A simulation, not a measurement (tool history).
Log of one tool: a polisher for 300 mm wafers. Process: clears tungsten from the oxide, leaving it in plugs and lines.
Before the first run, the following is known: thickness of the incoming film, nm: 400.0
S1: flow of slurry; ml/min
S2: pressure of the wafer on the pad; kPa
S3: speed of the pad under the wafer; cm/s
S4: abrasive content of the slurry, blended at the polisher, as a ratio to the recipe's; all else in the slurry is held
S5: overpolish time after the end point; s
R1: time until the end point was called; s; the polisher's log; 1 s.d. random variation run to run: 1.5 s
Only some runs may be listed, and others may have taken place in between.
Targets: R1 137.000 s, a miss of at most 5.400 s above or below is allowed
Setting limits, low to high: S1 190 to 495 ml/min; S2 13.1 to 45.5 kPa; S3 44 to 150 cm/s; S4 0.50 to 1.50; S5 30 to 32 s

| run | day | S1 | S2 | S3 | S4 | S5 | R1 |
|---|---|---|---|---|---|---|---|
| 1 | 0.000 | 320 | 29.0 | 96 | 1.00 | 30 | 67.282 |
| 2 | 0.167 | 375 | 29.0 | 96 | 1.00 | 30 | 65.621 |
| 3 | 0.533 | 375 | 29.0 | 96 | 1.15 | 30 | 62.576 |
| 4 | 0.742 | 450 | 29.0 | 96 | 1.15 | 30 | 60.825 |
| 5 | 1.083 | 445 | 25.5 | 90 | 1.15 | 30 | 73.642 |
| 6 | 1.150 | 445 | 25.5 | 90 | 1.15 | 30 | 73.132 |
| 7 | 1.429 | 445 | 22.8 | 86 | 1.15 | 30 | 85.077 |
| 8 | 1.738 | 440 | 20.7 | 84 | 1.15 | 30 | 93.180 |
| 9 | 1.775 | 440 | 19.3 | 82 | 1.15 | 30 | 104.300 |
| 10 | 1.929 | 430 | 17.9 | 82 | 1.15 | 30 | 110.960 |
| 11 | 2.062 | 425 | 13.1 | 78 | 1.15 | 30 | 156.170 |
| 12 | 2.175 | 435 | 13.1 | 78 | 1.15 | 30 | 153.230 |
|  | 2.396 | head pressure recalibrated |
| 13 | 2.396 | 440 | 13.8 | 78 | 1.15 | 30 | 156.530 |
| 14 | 2.421 | 440 | 18.6 | 80 | 1.15 | 30 | 114.590 |
| 15 | 2.712 | 420 | 17.9 | 80 | 1.15 | 30 | 122.860 |
| 16 | 2.788 | 410 | 17.9 | 80 | 1.15 | 30 | 122.130 |
| 17 | 3.067 | 395 | 17.9 | 80 | 1.15 | 30 | 119.410 |

Below are 5 possible settings for the next run. Only one of them brings all results inside the allowed miss of their targets. Which is it?
| A | 3.346 | 405 | 15.2 | 82 | 1.15 | 30 | ? |
| B | 3.346 | 415 | 22.1 | 82 | 1.15 | 30 | ? |
| C | 3.346 | 495 | 24.8 | 66 | 1.15 | 32 | ? |
| D | 3.346 | 390 | 20.7 | 84 | 1.20 | 30 | ? |
| E | 3.346 | 395 | 17.9 | 80 | 1.20 | 30 | ? |

| move | R1 |
|---|---|
| A | 136.040 |
| B | 95.022 |
| C | 98.767 |
| D | 98.398 |
| E | 117.030 |
A: in spec on every target
B: misses by more than the last run did
C: misses by more than the last run did
D: misses by more than the last run did
E: misses by more than the last run did
Correct choice: A, which meets every target
